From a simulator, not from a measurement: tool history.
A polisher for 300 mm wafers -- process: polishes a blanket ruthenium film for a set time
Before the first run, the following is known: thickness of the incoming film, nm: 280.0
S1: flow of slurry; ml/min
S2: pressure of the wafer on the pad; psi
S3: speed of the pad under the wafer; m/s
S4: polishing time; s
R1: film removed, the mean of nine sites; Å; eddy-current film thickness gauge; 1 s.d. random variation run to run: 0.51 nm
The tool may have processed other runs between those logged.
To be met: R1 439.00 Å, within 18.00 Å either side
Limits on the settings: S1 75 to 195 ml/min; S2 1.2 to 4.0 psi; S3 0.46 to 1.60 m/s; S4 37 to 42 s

Run 1, hour 0.0: S1 125 ml/min, S2 2.6 psi, S3 1.02 m/s, S4 42 s. Result: R1 667.86 Å.
Run 2, hour 8.7: S1 125 ml/min, S2 2.6 psi, S3 1.02 m/s, S4 37 s. Result: R1 571.52 Å.
Run 3, hour 11.1: S1 125 ml/min, S2 2.6 psi, S3 0.90 m/s, S4 37 s. Result: R1 520.27 Å.
Run 4, hour 18.2: S1 125 ml/min, S2 2.6 psi, S3 1.16 m/s, S4 37 s. Result: R1 663.49 Å.
Run 5, hour 26.8: S1 120 ml/min, S2 2.3 psi, S3 1.16 m/s, S4 37 s. Result: R1 595.08 Å.
Run 6, hour 30.5: S1 110 ml/min, S2 2.3 psi, S3 1.16 m/s, S4 37 s. Result: R1 588.27 Å.
Run 7, hour 34.3: S1 110 ml/min, S2 2.1 psi, S3 1.16 m/s, S4 37 s. Result: R1 545.81 Å.
Run 8, hour 37.4: S1 110 ml/min, S2 1.9 psi, S3 1.16 m/s, S4 37 s. Result: R1 506.25 Å.
Run 9, hour 41.6: S1 110 ml/min, S2 1.8 psi, S3 1.16 m/s, S4 37 s. Result: R1 488.96 Å.
Run 10, hour 42.2: S1 110 ml/min, S2 1.7 psi, S3 1.16 m/s, S4 37 s. Result: R1 471.13 Å.

4 candidate next runs follow, results not yet known. Just one meets every target within its allowed miss. Identify it.
Run A, hour 42.8: S1 75 ml/min, S2 1.6 psi, S3 1.12 m/s, S4 42 s. Result: R1 ?.
Run B, hour 42.8: S1 100 ml/min, S2 1.5 psi, S3 1.20 m/s, S4 37 s. Result: R1 ?.
Run C, hour 42.8: S1 115 ml/min, S2 1.9 psi, S3 1.10 m/s, S4 37 s. Result: R1 ?.
Run D, hour 42.8: S1 105 ml/min, S2 2.0 psi, S3 1.00 m/s, S4 40 s. Result: R1 ?.

move      R1
   A  472.03
   B  449.22
   C  493.97
   D  497.28
A: no nearer and no further than the last run
B: every result within its allowed miss
C: moves away from the targets compared with the last run
D: moves away from the targets compared with the last run
The move that meets every target is B.
